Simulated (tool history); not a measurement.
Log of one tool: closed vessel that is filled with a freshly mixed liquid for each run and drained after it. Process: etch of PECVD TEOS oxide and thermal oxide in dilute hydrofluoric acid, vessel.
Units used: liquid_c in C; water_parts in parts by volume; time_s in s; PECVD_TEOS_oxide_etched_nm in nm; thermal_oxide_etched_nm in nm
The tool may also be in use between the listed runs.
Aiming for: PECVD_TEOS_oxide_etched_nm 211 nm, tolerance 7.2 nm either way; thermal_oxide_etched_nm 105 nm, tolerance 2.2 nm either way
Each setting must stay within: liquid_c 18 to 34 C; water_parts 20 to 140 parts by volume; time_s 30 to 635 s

Run 1, hour 0: liquid_c 26 C, water_parts 75 parts by volume, time_s 325 s. Result: PECVD_TEOS_oxide_etched_nm 51.94 nm, thermal_oxide_etched_nm 25.391 nm.
Run 2, hour 3.3: liquid_c 27 C, water_parts 70 parts by volume, time_s 335 s. Result: PECVD_TEOS_oxide_etched_nm 60.038 nm, thermal_oxide_etched_nm 29.735 nm.
Run 3, hour 7.5: liquid_c 27.5 C, water_parts 65 parts by volume, time_s 345 s. Result: PECVD_TEOS_oxide_etched_nm 67.656 nm, thermal_oxide_etched_nm 33.576 nm.
Run 4, hour 14.8: liquid_c 29 C, water_parts 65 parts by volume, time_s 345 s. Result: PECVD_TEOS_oxide_etched_nm 71.348 nm, thermal_oxide_etched_nm 35.99 nm.
Run 5, hour 16.1: liquid_c 29 C, water_parts 65 parts by volume, time_s 255 s. Result: PECVD_TEOS_oxide_etched_nm 53.275 nm, thermal_oxide_etched_nm 26.115 nm.
Run 6, hour 23.2: liquid_c 29.5 C, water_parts 60 parts by volume, time_s 275 s. Result: PECVD_TEOS_oxide_etched_nm 63.912 nm, thermal_oxide_etched_nm 31.621 nm.
Run 7, hour 26.8: liquid_c 30 C, water_parts 55 parts by volume, time_s 290 s. Result: PECVD_TEOS_oxide_etched_nm 75.326 nm, thermal_oxide_etched_nm 37.557 nm.
Run 8, hour 28.7: liquid_c 34 C, water_parts 25 parts by volume, time_s 400 s. Result: PECVD_TEOS_oxide_etched_nm 280.09 nm, thermal_oxide_etched_nm 139.05 nm.
Run 9, hour 36.8: liquid_c 33.5 C, water_parts 25 parts by volume, time_s 400 s. Result: PECVD_TEOS_oxide_etched_nm 275.03 nm, thermal_oxide_etched_nm 135.94 nm.
Run 10, hour 42.1: liquid_c 33.5 C, water_parts 25 parts by volume, time_s 400 s. Result: PECVD_TEOS_oxide_etched_nm 274.44 nm, thermal_oxide_etched_nm 138.17 nm.
Run 11, hour 48.1: liquid_c 33 C, water_parts 25 parts by volume, time_s 400 s. Result: PECVD_TEOS_oxide_etched_nm 271.04 nm, thermal_oxide_etched_nm 133.18 nm.
Run 12, hour 51.4: liquid_c 32.5 C, water_parts 25 parts by volume, time_s 400 s. Result: PECVD_TEOS_oxide_etched_nm 268.4 nm, thermal_oxide_etched_nm 132.84 nm.
Run 13, hour 54.5: liquid_c 32 C, water_parts 25 parts by volume, time_s 400 s. Result: PECVD_TEOS_oxide_etched_nm 261.8 nm, thermal_oxide_etched_nm 129.21 nm.
Run 14, hour 55.9: liquid_c 31.5 C, water_parts 25 parts by volume, time_s 400 s. Result: PECVD_TEOS_oxide_etched_nm 254.09 nm, thermal_oxide_etched_nm 127.59 nm.
Run 15, hour 58.6: liquid_c 31.5 C, water_parts 25 parts by volume, time_s 400 s. Result: PECVD_TEOS_oxide_etched_nm 254.76 nm, thermal_oxide_etched_nm 127.88 nm.
Run 16, hour 64.5: liquid_c 27.5 C, water_parts 25 parts by volume, time_s 400 s. Result: PECVD_TEOS_oxide_etched_nm 216.18 nm, thermal_oxide_etched_nm 108.12 nm.

Pick the move, out of 4, that brings all results within their allowed miss; only one does.
Run A, hour 70.4: liquid_c 27.5 C, water_parts 25 parts by volume, time_s 390 s. Result: PECVD_TEOS_oxide_etched_nm ?, thermal_oxide_etched_nm ?.
Run B, hour 70.4: liquid_c 34 C, water_parts 20 parts by volume, time_s 255 s. Result: PECVD_TEOS_oxide_etched_nm ?, thermal_oxide_etched_nm ?.
Run C, hour 70.4: liquid_c 31 C, water_parts 25 parts by volume, time_s 360 s. Result: PECVD_TEOS_oxide_etched_nm ?, thermal_oxide_etched_nm ?.
Run D, hour 70.4: liquid_c 27.5 C, water_parts 25 parts by volume, time_s 410 s. Result: PECVD_TEOS_oxide_etched_nm ?, thermal_oxide_etched_nm ?.

move  PECVD_TEOS_oxide_etched_nm  thermal_oxide_etched_nm
   A                      209.57                   104.91
   B                       224.2                   112.23
   C                      222.88                   111.57
   D                      220.32                   110.29
A: all results in spec
B: its largest miss is bigger than the last run's
C: its largest miss is bigger than the last run's
D: its largest miss is bigger than the last run's
Go with A: it meets all targets.

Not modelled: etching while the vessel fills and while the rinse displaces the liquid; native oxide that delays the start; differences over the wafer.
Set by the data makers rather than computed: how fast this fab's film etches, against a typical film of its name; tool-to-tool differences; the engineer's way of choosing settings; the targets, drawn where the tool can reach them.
